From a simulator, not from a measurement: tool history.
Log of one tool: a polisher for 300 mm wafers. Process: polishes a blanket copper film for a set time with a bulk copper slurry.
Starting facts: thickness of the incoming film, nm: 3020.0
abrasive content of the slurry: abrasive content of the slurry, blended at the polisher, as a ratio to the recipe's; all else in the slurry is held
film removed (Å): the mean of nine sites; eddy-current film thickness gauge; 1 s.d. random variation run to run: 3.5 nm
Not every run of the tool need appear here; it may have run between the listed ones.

| run | hour | flow of slurry (ml/min) | pressure of the wafer on the pad (kPa) | speed of the pad under the wafer (m/s) | abrasive content of the slurry | polishing time (s) | film removed (Å) |
|---|---|---|---|---|---|---|---|
| 1 | 0.0 | 255 | 23.4 | 1.12 | 1.0 | 47 | 5567.0 |
| 2 | 4.7 | 255 | 23.4 | 0.96 | 1.0 | 47 | 4923.9 |
| 3 | 13.3 | 255 | 23.4 | 0.96 | 1.2 | 47 | 5304.2 |
| 4 | 22.0 | 255 | 20.0 | 0.92 | 1.2 | 47 | 4526.5 |
| 5 | 24.0 | 255 | 17.2 | 0.88 | 1.2 | 47 | 3677.3 |
| 6 | 24.9 | 255 | 17.2 | 0.88 | 1.2 | 42 | 3322.0 |

Run 7 comes next. What will it give?
| 7 | 26.6 | 255 | 16.5 | 0.88 | 1.2 | 42 | ? |

{"run 7": {"film removed (Å)": 3259.2}}

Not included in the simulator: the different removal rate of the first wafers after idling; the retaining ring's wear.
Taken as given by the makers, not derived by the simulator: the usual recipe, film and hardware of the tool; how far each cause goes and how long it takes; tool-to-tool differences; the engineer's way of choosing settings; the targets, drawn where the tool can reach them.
